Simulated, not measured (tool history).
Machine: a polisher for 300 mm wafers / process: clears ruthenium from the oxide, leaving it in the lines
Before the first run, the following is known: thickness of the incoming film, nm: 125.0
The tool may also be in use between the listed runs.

run,day,flow of slurry (ml/min),pressure of the wafer on the pad (kPa),speed of the pad under the wafer (m/s),overpolish time after the end point (s),time until the end point was called (s)
1,0,125,11,1.18,9,107.59
2,0.054,125,11,0.92,9,126.74
3,0.242,125,9.7,0.86,9,158.28
4,0.483,125,9.7,0.66,9,200.04
5,0.7,150,9.7,0.66,9,189.53
6,0.792,150,9.7,0.66,7,191.78
7,0.842,150,9.7,0.66,7,190.68
8,0.988,150,9,0.66,7,207.3

Run 9 is up next; what results do you expect?
9,1.012,150,8.3,0.66,7,?

time until the end point was called (s): 211.84
